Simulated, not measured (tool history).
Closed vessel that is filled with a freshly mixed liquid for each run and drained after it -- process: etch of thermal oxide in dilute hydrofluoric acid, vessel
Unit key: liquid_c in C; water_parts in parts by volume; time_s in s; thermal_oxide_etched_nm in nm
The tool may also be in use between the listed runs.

run,day,liquid_c,water_parts,time_s,thermal_oxide_etched_nm
1,0,21,90,1585,76.123
2,0.167,21,115,1585,57.837
3,0.512,21,145,1585,43.909
4,0.542,21,145,1685,47.353
5,0.746,20.5,145,1685,46.211
6,1.117,20,145,1685,45.192
7,1.271,19.5,145,1685,44.311

For run 8, what comes out?
8,1.304,19,145,1685,?

Run 8 produced thermal_oxide_etched_nm 43.237 nm.
